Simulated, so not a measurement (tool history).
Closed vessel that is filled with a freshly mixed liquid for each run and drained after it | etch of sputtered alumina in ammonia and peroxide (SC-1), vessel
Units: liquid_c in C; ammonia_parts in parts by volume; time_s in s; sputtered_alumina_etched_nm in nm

run,hour,liquid_c,ammonia_parts,time_s,sputtered_alumina_etched_nm
1,0.0,47.0,0.90,105,8.6372
2,8.5,47.0,1.10,105,8.5587
3,13.4,47.0,1.20,105,8.7477
4,17.7,47.0,0.95,105,8.5743
5,20.7,47.0,0.95,105,8.5781
6,25.9,47.0,1.20,105,8.8316

Run 7 comes next. What will it give?
7,32.3,49.5,1.20,105,?

Run 7 gave sputtered_alumina_etched_nm 10.0130 nm.

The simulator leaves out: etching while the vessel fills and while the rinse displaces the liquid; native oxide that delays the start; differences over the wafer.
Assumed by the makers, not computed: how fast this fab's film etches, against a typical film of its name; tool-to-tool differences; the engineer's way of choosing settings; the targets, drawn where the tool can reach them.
